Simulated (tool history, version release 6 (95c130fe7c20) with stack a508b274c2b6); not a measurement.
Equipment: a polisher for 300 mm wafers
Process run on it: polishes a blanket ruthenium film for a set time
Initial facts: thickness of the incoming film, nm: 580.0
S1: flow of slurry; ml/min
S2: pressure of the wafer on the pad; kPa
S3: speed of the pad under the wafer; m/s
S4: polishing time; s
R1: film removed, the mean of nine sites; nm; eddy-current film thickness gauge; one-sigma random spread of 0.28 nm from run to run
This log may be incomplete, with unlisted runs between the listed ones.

{"run": 1, "hour": 0.0, "S1": 305, "S2": 15.9, "S3": 0.88, "S4": 52, "R1": 64.858}
{"run": 2, "hour": 6.2, "S1": 305, "S2": 15.9, "S3": 0.88, "S4": 55, "R1": 67.208}
{"run": 3, "hour": 12.6, "S1": 305, "S2": 13.1, "S3": 0.82, "S4": 55, "R1": 53.668}
{"run": 4, "hour": 14.8, "S1": 305, "S2": 11.0, "S3": 0.76, "S4": 55, "R1": 42.355}
{"hour": 23.5, "done": "slurry nozzle cleaned"}
{"run": 5, "hour": 23.5, "S1": 305, "S2": 9.7, "S3": 0.74, "S4": 55, "R1": 37.747}
{"run": 6, "hour": 28.5, "S1": 360, "S2": 9.7, "S3": 0.74, "S4": 55, "R1": 39.012}
{"run": 7, "hour": 29.2, "S1": 350, "S2": 9.0, "S3": 0.72, "S4": 55, "R1": 34.762}

Estimate the outcome of run 8 from the log above:
{"run": 8, "hour": 37.2, "S1": 350, "S2": 8.3, "S3": 0.72, "S4": 55, "R1": "?"}

Run 8 measured R1 32.437 nm.
